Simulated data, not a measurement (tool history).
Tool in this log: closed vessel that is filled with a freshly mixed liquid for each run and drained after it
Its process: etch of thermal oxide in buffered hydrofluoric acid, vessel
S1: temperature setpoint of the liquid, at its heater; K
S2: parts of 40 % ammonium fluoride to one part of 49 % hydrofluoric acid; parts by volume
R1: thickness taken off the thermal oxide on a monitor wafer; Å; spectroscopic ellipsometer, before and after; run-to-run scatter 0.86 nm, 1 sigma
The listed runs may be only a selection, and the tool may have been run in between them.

run 1 hour=0 | S1=297.15 S2=15 time_in_the_liquid_(s)=105 | R1=792.25
run 2 hour=7 | S1=297.65 S2=15 time_in_the_liquid_(s)=105 | R1=815.78
run 3 hour=13.5 | S1=297.65 S2=13 time_in_the_liquid_(s)=105 | R1=937.45
run 4 hour=20.5 | S1=296.15 S2=13 time_in_the_liquid_(s)=105 | R1=872.86
run 5 hour=24.1 | S1=296.65 S2=13 time_in_the_liquid_(s)=105 | R1=904.86
run 6 hour=25.9 | S1=296.65 S2=14.5 time_in_the_liquid_(s)=105 | R1=791.21

Predict the results of run 7:
run 7 hour=33.2 | S1=297.15 S2=14.5 time_in_the_liquid_(s)=105 | R1=?

R1: 818.92 Å
